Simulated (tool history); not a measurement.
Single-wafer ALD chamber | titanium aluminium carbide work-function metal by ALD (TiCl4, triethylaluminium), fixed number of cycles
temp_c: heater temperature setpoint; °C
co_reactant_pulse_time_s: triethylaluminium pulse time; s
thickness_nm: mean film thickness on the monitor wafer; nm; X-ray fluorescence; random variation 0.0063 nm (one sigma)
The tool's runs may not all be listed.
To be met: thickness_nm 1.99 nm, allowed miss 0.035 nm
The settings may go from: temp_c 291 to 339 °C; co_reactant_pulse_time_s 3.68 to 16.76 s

run	hour	temp_c	co_reactant_pulse_time_s	thickness_nm
1	0	315	10.22	2.1716
2	2.3	313	10	2.1348
3	9.4	312	9.87	2.1382
4	18.1	304	9.87	2.0527
5	24.4	304	11.86	2.0959
6	28.2	303	11.75	2.0904
7	36.8	302	11.64	2.0719
8	41.2	301	11.55	2.0688

5 next moves are on the table. One of them brings every result within its allowed miss. Which?
A	45.6	296	9.57	?
B	45.6	314	11.26	?
C	45.6	302	12.49	?
D	45.6	310	13.34	?
E	45.6	314	10.37	?

move	thickness_nm
A	1.9878
B	2.1769
C	2.0915
D	2.1668
E	2.1589
A: meets every target
B: further off than the last run
C: further off than the last run
D: further off than the last run
E: further off than the last run
Move A is the one to make.

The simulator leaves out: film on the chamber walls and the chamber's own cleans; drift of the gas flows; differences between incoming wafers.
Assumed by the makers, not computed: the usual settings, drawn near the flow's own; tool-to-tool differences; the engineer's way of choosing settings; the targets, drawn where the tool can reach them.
